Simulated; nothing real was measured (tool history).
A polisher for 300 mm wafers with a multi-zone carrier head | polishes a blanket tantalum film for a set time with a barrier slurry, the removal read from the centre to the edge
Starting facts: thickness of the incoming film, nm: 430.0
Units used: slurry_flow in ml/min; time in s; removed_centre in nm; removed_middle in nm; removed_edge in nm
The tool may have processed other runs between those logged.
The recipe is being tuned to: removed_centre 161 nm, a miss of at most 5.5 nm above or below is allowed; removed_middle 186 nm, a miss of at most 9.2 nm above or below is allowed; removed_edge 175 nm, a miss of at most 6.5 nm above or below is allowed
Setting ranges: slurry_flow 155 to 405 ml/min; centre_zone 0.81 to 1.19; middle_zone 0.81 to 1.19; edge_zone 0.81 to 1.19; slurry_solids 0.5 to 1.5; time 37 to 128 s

run	hour	slurry_flow	centre_zone	middle_zone	edge_zone	slurry_solids	time	removed_centre	removed_middle	removed_edge
1	0	260	1	1	1	1	82	150.07	144.41	157.08
2	6.5	260	1	1	1	1.15	82	153.32	153.78	162.88
3	11	235	1	1	1	1.15	82	151.36	155.61	163.79
4	18.7	235	0.94	1	1	1.15	82	142.42	154.98	161.62
5	25.9	275	0.94	1	1	1.15	82	143.93	152.99	163.1
6	33.4	275	0.94	1	1	1.25	82	151.22	157.65	168.88
7	37.6	270	0.95	1.04	1	1.3	82	152.5	166.48	173.46
8	44	265	0.97	1.07	0.98	1.3	82	156.46	172.32	169.07
9	46.1	265	0.97	1.09	0.99	1.3	82	155.74	167.55	168.22
10	50.5	260	0.96	1.1	0.98	1.35	82	156	174.76	170.59
11	51.7	255	0.96	1.11	0.98	1.4	82	157.87	176.56	169.27

Exercise: of the 4 proposed moves below, exactly one satisfies all targets within the stated allowed misses. Which move is it?
A	52.9	165	1.03	1.08	0.93	1.4	81	?	?	?
B	52.9	155	1	1.19	0.89	1.4	85	?	?	?
C	52.9	205	0.99	1.18	1.05	1.45	82	?	?	?
D	52.9	190	1.05	1.04	1.03	1.2	83	?	?	?

move	removed_centre	removed_middle	removed_edge
A	161.01	167.74	162.76
B	163.33	190.55	166.49
C	160.82	187.69	178.24
D	162.89	160.99	169.31
A: the biggest miss grows against the last run
B: the worst result of the last run now meets its target, but another is out of spec
C: every result lands within tolerance
D: the biggest miss grows against the last run
Move C is the one to make.

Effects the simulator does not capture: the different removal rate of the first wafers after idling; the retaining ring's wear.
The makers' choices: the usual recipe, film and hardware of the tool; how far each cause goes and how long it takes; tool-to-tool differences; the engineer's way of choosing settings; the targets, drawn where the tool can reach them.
